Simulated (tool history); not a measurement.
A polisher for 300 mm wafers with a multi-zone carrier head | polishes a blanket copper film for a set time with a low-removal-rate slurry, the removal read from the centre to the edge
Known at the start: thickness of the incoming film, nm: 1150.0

| run | hour | flow of slurry (ml/min) | pressure of the head's centre zone | pressure of the head's middle zone | pressure of the head's edge zone | abrasive content of the slurry | polishing time (s) | film removed at the wafer's centre (Å) | film removed at mid-radius (Å) | film removed at the wafer's edge (Å) |
|---|---|---|---|---|---|---|---|---|---|---|
| 1 | 0 | 295 | 1 | 1 | 1 | 1 | 47 | 1311.5 | 1287.5 | 1313.2 |
| 2 | 6.7 | 320 | 1 | 1 | 1 | 1 | 47 | 1367.6 | 1295.3 | 1323.6 |
| 3 | 10.4 | 330 | 0.97 | 1 | 1.06 | 1.15 | 47 | 1328 | 1349.5 | 1432 |
| 4 | 16.6 | 365 | 0.97 | 1 | 1.06 | 1.15 | 47 | 1331.8 | 1353.3 | 1386.7 |
| 5 | 24.5 | 335 | 0.99 | 1.01 | 1.1 | 1.2 | 47 | 1392.5 | 1365.5 | 1403.5 |
| 6 | 27.1 | 335 | 0.99 | 1.01 | 1.1 | 1.2 | 54 | 1581.1 | 1560.6 | 1631.2 |

Forecast run 7:
| 7 | 31.1 | 330 | 0.97 | 0.99 | 1.1 | 1.15 | 54 | ? | ? | ? |

Run 7 gave film removed at the wafer's centre (Å) 1548, film removed at mid-radius (Å) 1527.8, film removed at the wafer's edge (Å) 1638.1.
